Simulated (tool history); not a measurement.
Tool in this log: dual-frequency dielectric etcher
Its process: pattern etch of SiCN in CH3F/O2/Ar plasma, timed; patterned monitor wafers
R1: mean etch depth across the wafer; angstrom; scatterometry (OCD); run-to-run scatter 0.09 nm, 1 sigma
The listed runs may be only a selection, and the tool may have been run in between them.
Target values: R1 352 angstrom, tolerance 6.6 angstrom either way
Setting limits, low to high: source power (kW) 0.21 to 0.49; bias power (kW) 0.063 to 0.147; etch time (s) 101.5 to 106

run 1 day=0 | source_power_(kW)=0.35 bias_power_(kW)=0.105 etch_time_(s)=101.5 | R1=395.76
run 2 day=0.129 | source_power_(kW)=0.35 bias_power_(kW)=0.105 etch_time_(s)=101.5 | R1=395.91
run 3 day=0.488 | source_power_(kW)=0.33 bias_power_(kW)=0.104 etch_time_(s)=101.5 | R1=383.98
run 4 day=0.546 | source_power_(kW)=0.33 bias_power_(kW)=0.104 etch_time_(s)=106 | R1=401.63
run 5 day=0.708 | source_power_(kW)=0.33 bias_power_(kW)=0.085 etch_time_(s)=106 | R1=370.49
run 6 day=1.008 | source_power_(kW)=0.37 bias_power_(kW)=0.085 etch_time_(s)=106 | R1=391.41
run 7 day=1.379 | source_power_(kW)=0.35 bias_power_(kW)=0.084 etch_time_(s)=106 | R1=379.56
run 8 day=1.671 | source_power_(kW)=0.28 bias_power_(kW)=0.081 etch_time_(s)=106 | R1=333.72
run 9 day=1.858 | source_power_(kW)=0.29 bias_power_(kW)=0.081 etch_time_(s)=106 | R1=339.35

Below are 5 possible settings for the next run. Only one of them brings all results inside the allowed miss of their targets. Which is it?
run A day=2.046 | source_power_(kW)=0.29 bias_power_(kW)=0.11 etch_time_(s)=102.5 | R1=?
run B day=2.046 | source_power_(kW)=0.29 bias_power_(kW)=0.086 etch_time_(s)=102.5 | R1=?
run C day=2.046 | source_power_(kW)=0.32 bias_power_(kW)=0.093 etch_time_(s)=105 | R1=?
run D day=2.046 | source_power_(kW)=0.36 bias_power_(kW)=0.079 etch_time_(s)=103 | R1=?
run E day=2.046 | source_power_(kW)=0.28 bias_power_(kW)=0.093 etch_time_(s)=106 | R1=?

move=A R1=369.06
move=B R1=335.71
move=C R1=372.73
move=D R1=364.98
move=E R1=351.06
A: the result that was furthest off in the last run now lies on the other side of its target
B: lands further from the targets than the last run did
C: the result that was furthest off in the last run now lies on the other side of its target
D: the result that was furthest off in the last run now lies on the other side of its target
E: meets every target
The right move is E.

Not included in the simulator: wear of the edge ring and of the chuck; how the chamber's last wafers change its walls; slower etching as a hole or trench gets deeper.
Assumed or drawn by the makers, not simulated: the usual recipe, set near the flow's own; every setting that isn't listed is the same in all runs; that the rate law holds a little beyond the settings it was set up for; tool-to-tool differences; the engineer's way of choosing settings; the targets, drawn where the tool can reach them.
